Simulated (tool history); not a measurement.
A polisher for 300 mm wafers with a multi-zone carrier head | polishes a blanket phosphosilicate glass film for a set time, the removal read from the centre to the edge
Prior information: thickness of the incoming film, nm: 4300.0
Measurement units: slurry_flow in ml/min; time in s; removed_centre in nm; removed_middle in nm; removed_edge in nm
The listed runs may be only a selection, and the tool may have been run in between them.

run	day	slurry_flow	centre_zone	middle_zone	edge_zone	slurry_solids	time	removed_centre	removed_middle	removed_edge
1	0	200	1	1	1	1	75	346.51	341.71	347.51
2	0.075	200	0.95	1	1	1	75	333.37	342.44	343.6
3	0.312	210	0.97	1.04	1.02	1.05	75	346.79	358.24	359.99
4	0.583	215	0.97	1.07	1	1.15	75	366.35	388.6	371.49
5	0.812	215	0.97	1.07	1	1.3	75	387.01	418.97	376.35
6	0.992	215	1.03	1.07	1	1.3	75	410.24	418.03	384.56
7	1.133	220	1.02	1.09	1.02	1.3	75	402.34	424.46	390.37
8	1.471	230	1.02	1.11	1.03	1.3	75	409.31	439.16	398.61
9	1.783	235	1.02	1.12	1.04	1.3	75	409.91	440.35	398.47
10	2.1	240	1.02	1.13	1.05	1.3	75	404.64	442.2	403.4
11	2.212	245	1.02	1.14	1.05	1.3	75	407.04	451.5	400.18

Run 12 is up next; what results do you expect?
12	2.404	250	1.02	1.15	1.06	1.3	75	?	?	?

{"run 12": {"removed_centre": 411.87, "removed_middle": 445.88, "removed_edge": 405.82}}
